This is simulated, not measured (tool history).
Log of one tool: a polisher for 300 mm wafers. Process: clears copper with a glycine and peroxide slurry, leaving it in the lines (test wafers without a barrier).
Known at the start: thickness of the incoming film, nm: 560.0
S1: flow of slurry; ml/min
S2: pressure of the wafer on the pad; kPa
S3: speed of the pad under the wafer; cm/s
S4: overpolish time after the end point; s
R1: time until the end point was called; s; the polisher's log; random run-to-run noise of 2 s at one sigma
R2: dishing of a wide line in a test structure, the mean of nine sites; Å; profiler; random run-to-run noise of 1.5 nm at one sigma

run,hour,S1,S2,S3,S4,R1,R2
1,0,240,21.4,126,20,98.331,605.42
2,1.3,240,19.3,124,23,106.97,619.59
3,9.5,240,24.8,124,23,88.567,728.22
4,13.4,240,22.1,122,26,97.979,718.76
5,14.4,240,22.1,122,30,96.838,779.17
6,19,240,24.8,122,30,88.351,853.11
7,23.1,240,22.1,120,32,98.244,797.22
8,31.3,240,20,116,34,109.72,796.07

Run 9 is up next; what results do you expect?
9,37.2,240,20,116,34,?,?

{"run 9": {"R1": 111.04, "R2": 753.68}}

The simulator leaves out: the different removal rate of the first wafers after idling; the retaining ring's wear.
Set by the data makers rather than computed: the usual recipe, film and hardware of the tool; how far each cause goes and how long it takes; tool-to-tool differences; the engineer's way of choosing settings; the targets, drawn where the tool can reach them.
